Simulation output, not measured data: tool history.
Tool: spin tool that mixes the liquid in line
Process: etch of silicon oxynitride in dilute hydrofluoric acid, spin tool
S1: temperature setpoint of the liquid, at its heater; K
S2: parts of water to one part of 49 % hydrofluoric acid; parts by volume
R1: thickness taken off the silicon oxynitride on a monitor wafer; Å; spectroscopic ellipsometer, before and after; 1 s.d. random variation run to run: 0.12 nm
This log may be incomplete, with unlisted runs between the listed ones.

{"run": 1, "hour": 0.0, "S1": 299.15, "S2": 90, "time under the liquid (s)": 325, "R1": 70.007}
{"run": 2, "hour": 6.8, "S1": 299.15, "S2": 75, "time under the liquid (s)": 325, "R1": 84.183}
{"run": 3, "hour": 7.3, "S1": 297.65, "S2": 75, "time under the liquid (s)": 325, "R1": 79.309}
{"run": 4, "hour": 10.8, "S1": 300.15, "S2": 65, "time under the liquid (s)": 325, "R1": 102.72}
{"run": 5, "hour": 15.8, "S1": 302.15, "S2": 60, "time under the liquid (s)": 325, "R1": 123.38}
{"run": 6, "hour": 18.4, "S1": 303.65, "S2": 55, "time under the liquid (s)": 325, "R1": 144.34}
{"run": 7, "hour": 26.5, "S1": 304.65, "S2": 55, "time under the liquid (s)": 325, "R1": 151.71}
{"run": 8, "hour": 33.4, "S1": 305.15, "S2": 55, "time under the liquid (s)": 325, "R1": 157.35}
{"run": 9, "hour": 39.5, "S1": 305.65, "S2": 55, "time under the liquid (s)": 325, "R1": 159.66}

Expected results for the next run?
{"run": 10, "hour": 40.9, "S1": 307.15, "S2": 45, "time under the liquid (s)": 325, "R1": "?"}

Run 10 measured R1 208.06 Å.
